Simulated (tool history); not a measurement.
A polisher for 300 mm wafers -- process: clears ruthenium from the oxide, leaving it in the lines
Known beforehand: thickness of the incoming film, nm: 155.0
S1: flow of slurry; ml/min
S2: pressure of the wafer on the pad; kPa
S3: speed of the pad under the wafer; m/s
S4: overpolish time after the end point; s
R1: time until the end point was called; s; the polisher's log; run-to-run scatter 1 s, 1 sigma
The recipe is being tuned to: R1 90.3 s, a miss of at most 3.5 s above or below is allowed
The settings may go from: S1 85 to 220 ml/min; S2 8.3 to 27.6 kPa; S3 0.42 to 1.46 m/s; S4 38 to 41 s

Run 1, hour 0: S1 140 ml/min, S2 17.9 kPa, S3 0.94 m/s, S4 38 s. Result: R1 113 s.
Run 2, hour 6.8: S1 110 ml/min, S2 17.9 kPa, S3 0.94 m/s, S4 38 s. Result: R1 125.19 s.
Run 3, hour 7.7: S1 110 ml/min, S2 17.9 kPa, S3 0.74 m/s, S4 38 s. Result: R1 144.29 s.
Run 4, hour 8.3: S1 125 ml/min, S2 19.3 kPa, S3 0.74 m/s, S4 38 s. Result: R1 126.97 s.
At hour 14.5: slurry nozzle cleaned.
Run 5, hour 14.5: S1 140 ml/min, S2 20 kPa, S3 0.74 m/s, S4 38 s. Result: R1 116.89 s.
Run 6, hour 20.2: S1 155 ml/min, S2 20 kPa, S3 0.74 m/s, S4 38 s. Result: R1 112.82 s.
Run 7, hour 24.1: S1 165 ml/min, S2 20.7 kPa, S3 0.74 m/s, S4 38 s. Result: R1 112.26 s.
Run 8, hour 30.1: S1 170 ml/min, S2 21.4 kPa, S3 0.74 m/s, S4 38 s. Result: R1 106.47 s.

Exercise: of the 4 proposed moves below, exactly one satisfies all targets within the stated allowed misses. Which move is it?
Run A, hour 36.1: S1 170 ml/min, S2 20 kPa, S3 0.9 m/s, S4 38 s. Result: R1 ?.
Run B, hour 36.1: S1 160 ml/min, S2 22.1 kPa, S3 0.84 m/s, S4 39 s. Result: R1 ?.
Run C, hour 36.1: S1 175 ml/min, S2 18.6 kPa, S3 0.7 m/s, S4 41 s. Result: R1 ?.
Run D, hour 36.1: S1 165 ml/min, S2 23.4 kPa, S3 0.84 m/s, S4 41 s. Result: R1 ?.

move      R1
   A  99.001
   B  94.952
   C  123.15
   D  89.023
A: closer than the last run, but not yet in spec
B: closer than the last run, but not yet in spec
C: further off than the last run
D: in spec on every target
The right move is D.

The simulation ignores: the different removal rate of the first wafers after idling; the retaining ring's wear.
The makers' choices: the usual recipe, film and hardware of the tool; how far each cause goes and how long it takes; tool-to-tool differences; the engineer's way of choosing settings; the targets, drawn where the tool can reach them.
